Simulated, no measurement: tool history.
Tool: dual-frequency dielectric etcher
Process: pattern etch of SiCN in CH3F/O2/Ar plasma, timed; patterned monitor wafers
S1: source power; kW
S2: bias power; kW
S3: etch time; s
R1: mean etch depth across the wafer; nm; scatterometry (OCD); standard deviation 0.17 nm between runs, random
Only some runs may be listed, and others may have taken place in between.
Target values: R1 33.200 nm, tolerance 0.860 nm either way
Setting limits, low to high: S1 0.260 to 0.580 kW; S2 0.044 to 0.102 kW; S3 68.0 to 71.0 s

run,day,S1,S2,S3,R1
1,0.000,0.420,0.073,68.0,27.221
2,0.175,0.380,0.073,68.0,25.952
3,0.312,0.420,0.076,68.0,27.191
4,0.342,0.420,0.076,68.0,27.392
5,0.496,0.450,0.079,68.5,28.882
6,0.650,0.450,0.066,68.5,27.505
7,0.808,0.480,0.070,69.0,29.030
8,1.138,0.500,0.072,69.5,29.941
9,1.492,0.520,0.074,70.0,31.246
10,1.588,0.520,0.074,70.0,31.059

Next run, 5 choices. One meets every target within its allowed miss, the rest don't. Which?
A,1.683,0.570,0.062,70.0,?
B,1.683,0.580,0.080,70.0,?
C,1.683,0.520,0.076,69.5,?
D,1.683,0.550,0.073,69.0,?
E,1.683,0.430,0.077,71.0,?

move,R1
A,30.879
B,33.305
C,31.022
D,31.253
E,29.101
A: its largest miss is bigger than the last run's
B: every result within its allowed miss
C: just as far off the targets as the last run
D: closes in on the targets versus the last run, not all within tolerance yet
E: its largest miss is bigger than the last run's
The move that meets every target is B.
